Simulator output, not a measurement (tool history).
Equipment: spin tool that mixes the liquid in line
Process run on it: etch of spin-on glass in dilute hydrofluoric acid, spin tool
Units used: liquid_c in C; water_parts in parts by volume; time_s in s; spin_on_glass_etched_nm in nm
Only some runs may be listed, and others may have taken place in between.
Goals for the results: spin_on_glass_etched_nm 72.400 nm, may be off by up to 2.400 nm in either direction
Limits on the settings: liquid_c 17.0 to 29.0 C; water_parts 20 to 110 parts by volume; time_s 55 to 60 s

run	day	liquid_c	water_parts	time_s	spin_on_glass_etched_nm
1	0.000	21.0	60	55	48.486
2	0.175	21.0	45	55	65.580
3	0.308	17.5	45	55	56.495
4	0.329	17.5	45	55	56.877
5	0.525	17.0	45	55	55.509
6	0.688	17.0	40	55	63.183
7	0.921	17.5	40	55	64.023
8	1.079	18.0	40	55	65.707
9	1.171	18.5	40	55	67.003

Consider the 5 candidate settings below. Which is the only one whose results all fall within their allowed miss of target?
A	1.262	21.0	45	55	?
B	1.262	17.0	40	55	?
C	1.262	18.5	35	55	?
D	1.262	20.5	40	60	?
E	1.262	17.0	35	55	?

move	spin_on_glass_etched_nm
A	65.650
B	62.545
C	76.747
D	79.366
E	71.881
A: its largest miss is bigger than the last run's
B: its largest miss is bigger than the last run's
C: takes the result that was furthest off past its target
D: takes the result that was furthest off past its target
E: in spec on every target
Go with E: it meets all targets.
